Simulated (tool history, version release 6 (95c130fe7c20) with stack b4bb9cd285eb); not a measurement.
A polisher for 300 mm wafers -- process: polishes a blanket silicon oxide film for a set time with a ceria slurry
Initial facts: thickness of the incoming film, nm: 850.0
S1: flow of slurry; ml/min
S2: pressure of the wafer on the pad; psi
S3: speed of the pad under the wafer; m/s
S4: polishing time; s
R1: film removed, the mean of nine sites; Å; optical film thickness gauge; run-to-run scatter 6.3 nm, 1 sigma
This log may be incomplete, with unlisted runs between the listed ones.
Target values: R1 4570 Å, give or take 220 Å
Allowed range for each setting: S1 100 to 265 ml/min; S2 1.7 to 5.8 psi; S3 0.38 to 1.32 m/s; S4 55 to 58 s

run	hour	S1	S2	S3	S4	R1
1	0	170	3.7	0.84	55	2822.4
2	3.2	170	3.7	0.72	55	2451.8
3	5.7	170	4.1	0.72	55	2729.7
4	9.1	170	4.4	0.72	55	2911
5	12.7	170	4.7	0.74	55	3176
6	17.7	170	4	0.74	55	2691.8
7	24.9	170	4.4	0.76	55	3043.5
8	29.7	170	4.7	0.78	55	3297.8
9	33.6	170	4.9	0.8	55	3628.1
10	36.5	170	5.1	0.8	55	3671.1
11	38.5	170	5.2	0.82	55	3755.7
12	39.2	170	5.3	0.84	55	3994.2
13	44.6	170	5.3	0.84	55	4012.7
14	47.2	170	5.4	0.84	55	4030.1
15	51	170	5.5	0.84	55	4224.1
16	55.8	170	5.6	0.84	55	4279.5

Which one of the following 5 next-run settings gets every result inside its allowed miss? There is exactly one.
A	60.6	130	4.9	0.98	55	?
B	60.6	190	5.8	0.76	55	?
C	60.6	165	5.7	0.86	56	?
D	60.6	160	4.8	0.98	55	?
E	60.6	235	5	0.82	55	?

move	R1
A	4157.4
B	4063.6
C	4495.1
D	4217.3
E	3880.8
A: the biggest miss grows against the last run
B: the biggest miss grows against the last run
C: meets every target
D: the biggest miss grows against the last run
E: the biggest miss grows against the last run
C meets every target.

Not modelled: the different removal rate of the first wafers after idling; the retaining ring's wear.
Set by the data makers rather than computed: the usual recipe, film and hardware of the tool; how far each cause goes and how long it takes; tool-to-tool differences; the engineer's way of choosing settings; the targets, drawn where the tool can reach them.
